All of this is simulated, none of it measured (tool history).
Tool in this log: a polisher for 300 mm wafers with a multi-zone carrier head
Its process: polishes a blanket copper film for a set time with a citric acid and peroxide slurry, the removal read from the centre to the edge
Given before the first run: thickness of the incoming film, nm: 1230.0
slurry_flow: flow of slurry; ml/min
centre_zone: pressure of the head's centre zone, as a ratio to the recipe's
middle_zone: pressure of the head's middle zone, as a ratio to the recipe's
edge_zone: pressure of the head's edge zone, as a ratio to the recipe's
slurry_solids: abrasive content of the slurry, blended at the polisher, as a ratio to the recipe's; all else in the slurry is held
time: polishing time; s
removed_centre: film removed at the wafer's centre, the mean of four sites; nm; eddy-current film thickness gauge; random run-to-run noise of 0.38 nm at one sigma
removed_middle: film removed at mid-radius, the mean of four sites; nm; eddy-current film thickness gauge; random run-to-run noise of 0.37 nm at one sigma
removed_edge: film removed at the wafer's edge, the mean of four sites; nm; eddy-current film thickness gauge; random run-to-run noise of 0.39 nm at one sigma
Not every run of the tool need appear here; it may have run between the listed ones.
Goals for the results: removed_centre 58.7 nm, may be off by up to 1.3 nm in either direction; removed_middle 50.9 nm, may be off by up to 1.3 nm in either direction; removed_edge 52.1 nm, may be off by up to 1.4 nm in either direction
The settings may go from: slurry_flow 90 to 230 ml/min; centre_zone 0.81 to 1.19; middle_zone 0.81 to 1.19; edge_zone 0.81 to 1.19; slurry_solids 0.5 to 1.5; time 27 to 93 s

{"run": 1, "hour": 0.0, "slurry_flow": 150, "centre_zone": 1, "middle_zone": 1, "edge_zone": 1, "slurry_solids": 1, "time": 59, "removed_centre": 100.13, "removed_middle": 99.501, "removed_edge": 100.85}
{"run": 2, "hour": 7.5, "slurry_flow": 145, "centre_zone": 1.01, "middle_zone": 0.97, "edge_zone": 0.95, "slurry_solids": 0.85, "time": 51, "removed_centre": 83.36, "removed_middle": 78.923, "removed_edge": 81.76}
{"run": 3, "hour": 14.9, "slurry_flow": 145, "centre_zone": 1.02, "middle_zone": 0.96, "edge_zone": 0.91, "slurry_solids": 0.75, "time": 46, "removed_centre": 73.724, "removed_middle": 69.774, "removed_edge": 69.84}
{"run": 4, "hour": 23.0, "slurry_flow": 145, "centre_zone": 1.02, "middle_zone": 0.96, "edge_zone": 0.91, "slurry_solids": 0.75, "time": 36, "removed_centre": 58.15, "removed_middle": 54.603, "removed_edge": 54.825}
{"run": 5, "hour": 31.7, "slurry_flow": 145, "centre_zone": 1.02, "middle_zone": 0.96, "edge_zone": 0.91, "slurry_solids": 0.75, "time": 42, "removed_centre": 68.018, "removed_middle": 63.533, "removed_edge": 64.058}
{"run": 6, "hour": 35.8, "slurry_flow": 140, "centre_zone": 1.03, "middle_zone": 0.94, "edge_zone": 0.88, "slurry_solids": 0.65, "time": 40, "removed_centre": 62.066, "removed_middle": 57.157, "removed_edge": 57.639}
{"run": 7, "hour": 42.8, "slurry_flow": 130, "centre_zone": 1.04, "middle_zone": 0.93, "edge_zone": 0.86, "slurry_solids": 0.65, "time": 40, "removed_centre": 61.733, "removed_middle": 56.58, "removed_edge": 56.107}
{"run": 8, "hour": 48.6, "slurry_flow": 120, "centre_zone": 1.05, "middle_zone": 0.91, "edge_zone": 0.85, "slurry_solids": 0.65, "time": 40, "removed_centre": 60.776, "removed_middle": 54.08, "removed_edge": 56.349}
{"run": 9, "hour": 55.3, "slurry_flow": 115, "centre_zone": 1.06, "middle_zone": 0.91, "edge_zone": 0.84, "slurry_solids": 0.6, "time": 40, "removed_centre": 60.025, "removed_middle": 52.836, "removed_edge": 54.65}
{"run": 10, "hour": 56.1, "slurry_flow": 95, "centre_zone": 1.08, "middle_zone": 0.91, "edge_zone": 0.81, "slurry_solids": 0.55, "time": 40, "removed_centre": 56.43, "removed_middle": 49.092, "removed_edge": 50.206}

Which single option among these 4 for the next run brings every result within its allowed miss of target? Just one does.
{"run": "A", "hour": 56.9, "slurry_flow": 90, "centre_zone": 0.98, "middle_zone": 0.89, "edge_zone": 0.81, "slurry_solids": 0.6, "time": 44, "removed_centre": "?", "removed_middle": "?", "removed_edge": "?"}
{"run": "B", "hour": 56.9, "slurry_flow": 100, "centre_zone": 1.06, "middle_zone": 0.94, "edge_zone": 0.83, "slurry_solids": 0.5, "time": 39, "removed_centre": "?", "removed_middle": "?", "removed_edge": "?"}
{"run": "C", "hour": 56.9, "slurry_flow": 110, "centre_zone": 0.99, "middle_zone": 0.96, "edge_zone": 0.81, "slurry_solids": 0.5, "time": 41, "removed_centre": "?", "removed_middle": "?", "removed_edge": "?"}
{"run": "D", "hour": 56.9, "slurry_flow": 90, "centre_zone": 1.12, "middle_zone": 0.95, "edge_zone": 0.86, "slurry_solids": 0.85, "time": 37, "removed_centre": "?", "removed_middle": "?", "removed_edge": "?"}

move=A removed_centre=56.499 removed_middle=53.341 removed_edge=56.385
move=B removed_centre=53.825 removed_middle=48.972 removed_edge=49.508
move=C removed_centre=54.404 removed_middle=53.708 removed_edge=52.343
move=D removed_centre=58.494 removed_middle=51.063 removed_edge=52.494
A: misses by more than the last run did
B: misses by more than the last run did
C: misses by more than the last run did
D: every result within its allowed miss
So the answer is move D, the one that meets all the targets.
